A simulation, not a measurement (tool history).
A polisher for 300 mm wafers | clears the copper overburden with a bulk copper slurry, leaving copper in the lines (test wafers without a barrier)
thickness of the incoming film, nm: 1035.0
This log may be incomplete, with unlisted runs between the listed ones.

run  hour  flow of slurry (ml/min)  pressure of the wafer on the pad (kPa)  speed of the pad under the wafer (m/s)  abrasive content of the slurry  overpolish time after the end point (s)  time until the end point was called (s)  dishing of a wide line in a test structure (Å)
  1   0.0                      275                                    16.5                                    0.84                             1.0                                       19                                   204.19                                          313.96
  2   8.9                      275                                    16.5                                    0.84                             1.0                                       16                                   207.47                                          304.97
  3  10.3                      275                                    16.5                                    0.84                             1.0                                       23                                   204.32                                          338.24
  4  11.6                      275                                    16.5                                    0.84                             1.0                                       28                                   204.81                                          341.18
     16.7  -- head pressure recalibrated
  5  16.7                      310                                    16.5                                    0.84                             1.0                                       28                                   183.83                                          358.52
  6  20.5                      335                                    17.9                                    0.86                             1.0                                       22                                   165.99                                          354.95
  7  24.9                      345                                    19.3                                    0.88                             1.0                                       17                                   147.21                                          348.96

Forecast run 8:
  8  30.9                      355                                    20.0                                    0.90                             1.0                                       14                                        ?                                               ?

time until the end point was called (s): 143.83
dishing of a wide line in a test structure (Å): 335.20

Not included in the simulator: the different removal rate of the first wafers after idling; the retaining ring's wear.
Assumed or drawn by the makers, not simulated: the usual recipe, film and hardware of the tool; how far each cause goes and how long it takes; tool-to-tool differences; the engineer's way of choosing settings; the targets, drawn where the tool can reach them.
